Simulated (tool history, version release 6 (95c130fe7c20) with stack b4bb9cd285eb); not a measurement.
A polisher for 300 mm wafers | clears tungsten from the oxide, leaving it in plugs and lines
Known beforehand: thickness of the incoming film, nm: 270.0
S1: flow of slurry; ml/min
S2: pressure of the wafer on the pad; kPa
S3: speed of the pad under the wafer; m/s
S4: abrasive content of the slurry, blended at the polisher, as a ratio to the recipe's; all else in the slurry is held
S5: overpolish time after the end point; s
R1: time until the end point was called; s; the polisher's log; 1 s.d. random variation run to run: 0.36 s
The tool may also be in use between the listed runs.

Run 1, hour 0: S1 190 ml/min, S2 17.9 kPa, S3 1.24 m/s, S4 1, S5 10 s. Result: R1 55.043 s.
Run 2, hour 5.1: S1 190 ml/min, S2 20.7 kPa, S3 1.24 m/s, S4 1, S5 10 s. Result: R1 48.987 s.
Run 3, hour 10.7: S1 195 ml/min, S2 22.1 kPa, S3 1.24 m/s, S4 1, S5 10 s. Result: R1 46.577 s.
Run 4, hour 18.3: S1 195 ml/min, S2 22.1 kPa, S3 1.24 m/s, S4 1, S5 8 s. Result: R1 46.521 s.
Run 5, hour 25.4: S1 165 ml/min, S2 22.1 kPa, S3 1.24 m/s, S4 1, S5 8 s. Result: R1 47.648 s.
Run 6, hour 28.2: S1 175 ml/min, S2 22.8 kPa, S3 1.24 m/s, S4 1, S5 8 s. Result: R1 46.563 s.
Run 7, hour 29.9: S1 190 ml/min, S2 23.4 kPa, S3 1.24 m/s, S4 1, S5 8 s. Result: R1 44.281 s.
Run 8, hour 32.6: S1 200 ml/min, S2 24.1 kPa, S3 1.24 m/s, S4 1, S5 8 s. Result: R1 42.973 s.

For run 9, what comes out?
Run 9, hour 37.9: S1 205 ml/min, S2 24.1 kPa, S3 1.24 m/s, S4 1, S5 8 s. Result: R1 ?.

R1: 42.978 s
